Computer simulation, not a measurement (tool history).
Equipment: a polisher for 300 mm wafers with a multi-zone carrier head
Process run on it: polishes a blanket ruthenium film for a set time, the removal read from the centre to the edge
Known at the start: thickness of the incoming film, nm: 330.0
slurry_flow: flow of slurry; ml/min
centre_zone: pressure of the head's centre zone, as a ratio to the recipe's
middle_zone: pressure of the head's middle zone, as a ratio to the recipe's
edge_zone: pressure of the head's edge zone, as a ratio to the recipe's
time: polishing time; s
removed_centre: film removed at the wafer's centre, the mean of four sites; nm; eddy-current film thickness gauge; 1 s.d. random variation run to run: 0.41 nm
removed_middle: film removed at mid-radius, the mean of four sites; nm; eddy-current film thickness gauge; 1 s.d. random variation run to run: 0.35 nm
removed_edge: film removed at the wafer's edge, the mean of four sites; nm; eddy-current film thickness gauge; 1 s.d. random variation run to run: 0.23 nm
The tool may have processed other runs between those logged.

Run 1, day 0: slurry_flow 185 ml/min, centre_zone 1, middle_zone 1, edge_zone 1, time 66 s. Result: removed_centre 39.935 nm, removed_middle 39.752 nm, removed_edge 39.19 nm.
Run 2, day 0.088: slurry_flow 210 ml/min, centre_zone 1, middle_zone 1, edge_zone 1, time 66 s. Result: removed_centre 39.643 nm, removed_middle 40.467 nm, removed_edge 39.639 nm.
Run 3, day 0.417: slurry_flow 190 ml/min, centre_zone 1, middle_zone 1, edge_zone 1, time 66 s. Result: removed_centre 39.677 nm, removed_middle 40.505 nm, removed_edge 39.124 nm.
Run 4, day 0.7: slurry_flow 185 ml/min, centre_zone 0.96, middle_zone 0.99, edge_zone 0.97, time 65 s. Result: removed_centre 36.992 nm, removed_middle 38.338 nm, removed_edge 37.949 nm.
Run 5, day 0.938: slurry_flow 180 ml/min, centre_zone 0.93, middle_zone 1, edge_zone 0.94, time 64 s. Result: removed_centre 34.88 nm, removed_middle 38.019 nm, removed_edge 36.715 nm.
Run 6, day 1.2: slurry_flow 175 ml/min, centre_zone 0.91, middle_zone 1, edge_zone 0.92, time 64 s. Result: removed_centre 33.761 nm, removed_middle 37.869 nm, removed_edge 36.518 nm.
Run 7, day 1.279: slurry_flow 170 ml/min, centre_zone 0.9, middle_zone 1, edge_zone 0.9, time 64 s. Result: removed_centre 33.334 nm, removed_middle 37.433 nm, removed_edge 35.821 nm.
Run 8, day 1.467: slurry_flow 165 ml/min, centre_zone 0.89, middle_zone 1, edge_zone 0.89, time 64 s. Result: removed_centre 33.002 nm, removed_middle 37.768 nm, removed_edge 35.467 nm.
Run 9, day 1.612: slurry_flow 160 ml/min, centre_zone 0.88, middle_zone 1, edge_zone 0.88, time 64 s. Result: removed_centre 31.529 nm, removed_middle 37.261 nm, removed_edge 34.97 nm.

Forecast run 10:
Run 10, day 1.9: slurry_flow 155 ml/min, centre_zone 0.88, middle_zone 1, edge_zone 0.87, time 64 s. Result: removed_centre ?, removed_middle ?, removed_edge ?.

{"run 10": {"removed_centre": 31.772, "removed_middle": 37.015, "removed_edge": 34.744}}
